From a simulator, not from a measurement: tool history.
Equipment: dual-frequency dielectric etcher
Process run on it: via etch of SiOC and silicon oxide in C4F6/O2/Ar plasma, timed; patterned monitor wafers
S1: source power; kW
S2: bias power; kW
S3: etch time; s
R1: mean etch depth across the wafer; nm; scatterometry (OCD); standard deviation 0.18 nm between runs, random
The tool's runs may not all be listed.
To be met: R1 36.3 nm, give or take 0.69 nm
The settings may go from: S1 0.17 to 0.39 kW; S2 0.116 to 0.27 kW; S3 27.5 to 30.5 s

| run | hour | S1 | S2 | S3 | R1 |
|---|---|---|---|---|---|
| 1 | 0 | 0.28 | 0.193 | 30.5 | 32.113 |
| 2 | 6.3 | 0.29 | 0.194 | 30.5 | 32.53 |
| 3 | 8.3 | 0.3 | 0.195 | 30.5 | 32.916 |
| 4 | 8.9 | 0.3 | 0.195 | 27.5 | 29.491 |
| 5 | 17.6 | 0.3 | 0.225 | 27.5 | 31.105 |
| 6 | 20.9 | 0.31 | 0.23 | 28 | 32.496 |
| 7 | 29.9 | 0.32 | 0.233 | 28 | 33.065 |
| 8 | 36.2 | 0.33 | 0.234 | 28 | 33.519 |
| 9 | 43 | 0.34 | 0.235 | 28 | 33.856 |

Pick the move, out of 5, that brings all results within their allowed miss; only one does.
| A | 49.8 | 0.36 | 0.229 | 30.5 | ? |
| B | 49.8 | 0.32 | 0.216 | 30 | ? |
| C | 49.8 | 0.35 | 0.235 | 28.5 | ? |
| D | 49.8 | 0.35 | 0.245 | 28 | ? |
| E | 49.8 | 0.34 | 0.226 | 30.5 | ? |

| move | R1 |
|---|---|
| A | 37.146 |
| B | 34.28 |
| C | 34.681 |
| D | 34.594 |
| E | 36.211 |
A: carries the result that was furthest off beyond its target, to the other side
B: an improvement on the last run, though not all results are within tolerance
C: an improvement on the last run, though not all results are within tolerance
D: an improvement on the last run, though not all results are within tolerance
E: all results land within tolerance of their targets
E is the move that brings every result within its allowed miss.

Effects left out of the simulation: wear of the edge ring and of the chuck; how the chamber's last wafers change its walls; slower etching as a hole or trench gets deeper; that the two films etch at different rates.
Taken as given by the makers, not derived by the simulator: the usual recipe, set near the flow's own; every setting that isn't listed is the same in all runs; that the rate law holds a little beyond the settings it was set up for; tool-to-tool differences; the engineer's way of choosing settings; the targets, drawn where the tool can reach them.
